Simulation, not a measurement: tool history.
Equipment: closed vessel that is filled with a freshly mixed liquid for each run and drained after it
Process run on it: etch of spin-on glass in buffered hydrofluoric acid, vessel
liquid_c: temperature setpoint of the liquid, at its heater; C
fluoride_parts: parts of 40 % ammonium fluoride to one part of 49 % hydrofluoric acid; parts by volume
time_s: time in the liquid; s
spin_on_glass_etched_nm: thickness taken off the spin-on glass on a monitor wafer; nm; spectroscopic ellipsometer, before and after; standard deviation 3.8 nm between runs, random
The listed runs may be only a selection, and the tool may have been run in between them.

{"run": 1, "day": 0.0, "liquid_c": 25, "fluoride_parts": 19, "time_s": 90, "spin_on_glass_etched_nm": 183.56}
{"run": 2, "day": 0.062, "liquid_c": 26, "fluoride_parts": 17, "time_s": 90, "spin_on_glass_etched_nm": 217.44}
{"run": 3, "day": 0.358, "liquid_c": 26, "fluoride_parts": 17, "time_s": 95, "spin_on_glass_etched_nm": 229.13}
{"run": 4, "day": 0.596, "liquid_c": 26, "fluoride_parts": 20, "time_s": 95, "spin_on_glass_etched_nm": 194.28}
{"run": 5, "day": 0.733, "liquid_c": 26, "fluoride_parts": 20, "time_s": 90, "spin_on_glass_etched_nm": 183.43}
{"run": 6, "day": 0.946, "liquid_c": 26, "fluoride_parts": 20, "time_s": 95, "spin_on_glass_etched_nm": 195.9}
{"run": 7, "day": 1.333, "liquid_c": 27, "fluoride_parts": 18, "time_s": 95, "spin_on_glass_etched_nm": 226.83}
{"run": 8, "day": 1.654, "liquid_c": 28, "fluoride_parts": 16, "time_s": 95, "spin_on_glass_etched_nm": 270.05}

Estimate the outcome of run 9 from the log above:
{"run": 9, "day": 1.912, "liquid_c": 32, "fluoride_parts": 10, "time_s": 95, "spin_on_glass_etched_nm": "?"}

spin_on_glass_etched_nm: 528.48 nm
